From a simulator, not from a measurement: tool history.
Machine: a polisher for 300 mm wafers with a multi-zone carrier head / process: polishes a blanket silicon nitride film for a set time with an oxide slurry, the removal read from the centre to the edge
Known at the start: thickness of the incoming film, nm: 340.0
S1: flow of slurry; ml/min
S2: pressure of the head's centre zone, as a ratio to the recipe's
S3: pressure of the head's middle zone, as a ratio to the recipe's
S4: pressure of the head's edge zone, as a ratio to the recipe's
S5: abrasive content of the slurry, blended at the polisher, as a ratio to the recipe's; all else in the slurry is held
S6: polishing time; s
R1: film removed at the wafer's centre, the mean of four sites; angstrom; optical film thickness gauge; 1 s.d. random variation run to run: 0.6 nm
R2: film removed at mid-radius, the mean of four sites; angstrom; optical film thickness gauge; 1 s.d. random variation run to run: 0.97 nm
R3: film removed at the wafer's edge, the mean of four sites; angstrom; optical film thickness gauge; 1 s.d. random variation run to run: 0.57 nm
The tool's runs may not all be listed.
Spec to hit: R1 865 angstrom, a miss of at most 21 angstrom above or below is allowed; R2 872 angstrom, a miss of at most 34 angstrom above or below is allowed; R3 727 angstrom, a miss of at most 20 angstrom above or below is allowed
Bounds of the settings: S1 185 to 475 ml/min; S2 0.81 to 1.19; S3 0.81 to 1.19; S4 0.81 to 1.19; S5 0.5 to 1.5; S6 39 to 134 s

Run 1, hour 0: S1 305 ml/min, S2 1, S3 1, S4 1, S5 1, S6 86 s. Result: R1 755.52 angstrom, R2 766.91 angstrom, R3 762.44 angstrom.
Run 2, hour 5.5: S1 320 ml/min, S2 1.02, S3 1.03, S4 0.98, S5 1, S6 86 s. Result: R1 789.71 angstrom, R2 778.62 angstrom, R3 763.69 angstrom.
Run 3, hour 11: S1 325 ml/min, S2 1.02, S3 1.07, S4 0.94, S5 1, S6 86 s. Result: R1 784.99 angstrom, R2 818.46 angstrom, R3 735.89 angstrom.
Run 4, hour 12.4: S1 325 ml/min, S2 1.07, S3 1.07, S4 0.94, S5 1, S6 86 s. Result: R1 828.36 angstrom, R2 817.64 angstrom, R3 753.01 angstrom.
Run 5, hour 17.9: S1 325 ml/min, S2 1.07, S3 1.03, S4 0.94, S5 1, S6 86 s. Result: R1 818.17 angstrom, R2 784.01 angstrom, R3 733.4 angstrom.
Run 6, hour 26.3: S1 335 ml/min, S2 1.07, S3 1.05, S4 0.93, S5 1, S6 86 s. Result: R1 829.86 angstrom, R2 801.53 angstrom, R3 738.67 angstrom.
Run 7, hour 28.8: S1 345 ml/min, S2 1.07, S3 1.07, S4 0.92, S5 1, S6 86 s. Result: R1 828.9 angstrom, R2 808.13 angstrom, R3 744.64 angstrom.
Run 8, hour 34.1: S1 340 ml/min, S2 1.08, S3 1.09, S4 0.91, S5 1, S6 86 s. Result: R1 844.2 angstrom, R2 832.24 angstrom, R3 743.89 angstrom.
Run 9, hour 39.6: S1 340 ml/min, S2 1.08, S3 1.1, S4 0.9, S5 1, S6 86 s. Result: R1 825.16 angstrom, R2 834.53 angstrom, R3 726.06 angstrom.
Run 10, hour 43.8: S1 340 ml/min, S2 1.08, S3 1.1, S4 0.9, S5 1, S6 86 s. Result: R1 839.47 angstrom, R2 829.57 angstrom, R3 739.97 angstrom.

Which single option among these 5 for the next run brings every result within its allowed miss of target? Just one does.
Run A, hour 48: S1 305 ml/min, S2 1.12, S3 1.17, S4 0.89, S5 1, S6 87 s. Result: R1 ?, R2 ?, R3 ?.
Run B, hour 48: S1 425 ml/min, S2 1.05, S3 1.05, S4 0.94, S5 0.95, S6 87 s. Result: R1 ?, R2 ?, R3 ?.
Run C, hour 48: S1 365 ml/min, S2 1.02, S3 1.15, S4 0.83, S5 0.9, S6 93 s. Result: R1 ?, R2 ?, R3 ?.
Run D, hour 48: S1 330 ml/min, S2 1.07, S3 1.08, S4 1.01, S5 0.95, S6 87 s. Result: R1 ?, R2 ?, R3 ?.
Run E, hour 48: S1 465 ml/min, S2 1.09, S3 1.13, S4 1.02, S5 1, S6 80 s. Result: R1 ?, R2 ?, R3 ?.

move      R1      R2      R3
   A   872.2  876.74  722.66
   B  824.44     805  742.89
   C  831.78  904.55  731.49
   D  824.12  809.83  757.26
   E  806.02   805.9  724.01
A: each result inside its tolerance
B: misses by more than the last run did
C: puts the biggest miss on target and leaves a different result outside tolerance
D: misses by more than the last run did
E: misses by more than the last run did
Correct choice: A, which meets every target

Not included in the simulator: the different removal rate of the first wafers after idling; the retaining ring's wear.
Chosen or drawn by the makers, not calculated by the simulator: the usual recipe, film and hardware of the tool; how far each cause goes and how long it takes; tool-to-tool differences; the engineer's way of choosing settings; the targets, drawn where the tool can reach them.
